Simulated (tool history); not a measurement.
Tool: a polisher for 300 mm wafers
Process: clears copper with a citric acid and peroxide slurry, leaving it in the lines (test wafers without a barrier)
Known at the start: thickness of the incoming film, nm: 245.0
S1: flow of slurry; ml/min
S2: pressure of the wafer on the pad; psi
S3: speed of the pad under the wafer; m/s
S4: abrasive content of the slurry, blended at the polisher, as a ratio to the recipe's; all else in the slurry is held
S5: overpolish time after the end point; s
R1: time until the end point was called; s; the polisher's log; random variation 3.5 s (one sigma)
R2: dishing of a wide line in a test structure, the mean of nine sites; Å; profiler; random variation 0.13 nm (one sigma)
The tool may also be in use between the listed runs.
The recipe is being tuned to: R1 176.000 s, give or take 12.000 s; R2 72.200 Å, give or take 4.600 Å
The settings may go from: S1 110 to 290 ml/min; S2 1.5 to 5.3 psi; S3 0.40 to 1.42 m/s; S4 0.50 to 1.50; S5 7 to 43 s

run  hour   S1   S2    S3    S4  S5       R1       R2
  1   0.0  185  3.4  0.90  1.00  22  113.880  306.010
  2   8.4  185  3.4  0.90  1.10  22  108.760  309.340
  3  13.4  185  4.0  0.90  1.10  22   91.259  344.300
  4  16.6  185  3.7  0.90  1.10  22  103.830  333.940
  5  23.9  185  3.1  0.90  1.10  22  116.760  294.360
  6  26.5  165  2.8  0.74  1.25  17  143.720  188.110
  7  33.8  145  2.7  0.62  1.35  14  179.270  136.170
  8  36.0  110  2.6  0.52  1.50   7  221.300   59.803
  9  41.8  110  2.9  0.52  1.50   7  192.900   62.622
 10  50.6  120  3.0  0.52  1.50   7  193.780   68.807

Which single option among these 5 for the next run brings every result within its allowed miss of target? Just one does.
  A  59.4  110  3.4  0.44  1.45   7   ?   ?
  B  59.4  125  2.6  0.66  1.50   7   ?   ?
  C  59.4  145  2.7  0.44  1.50   8   ?   ?
  D  59.4  110  2.5  0.56  1.50   8   ?   ?
  E  59.4  110  2.5  0.56  1.45   7   ?   ?

move       R1      R2
   A  194.970  65.168
   B  172.890  73.000
   C  218.110  66.452
   D  208.950  69.195
   E  210.390  60.461
A: lands further from the targets than the last run did
B: all results land within tolerance of their targets
C: lands further from the targets than the last run did
D: lands further from the targets than the last run did
E: lands further from the targets than the last run did
The move that meets every target is B.
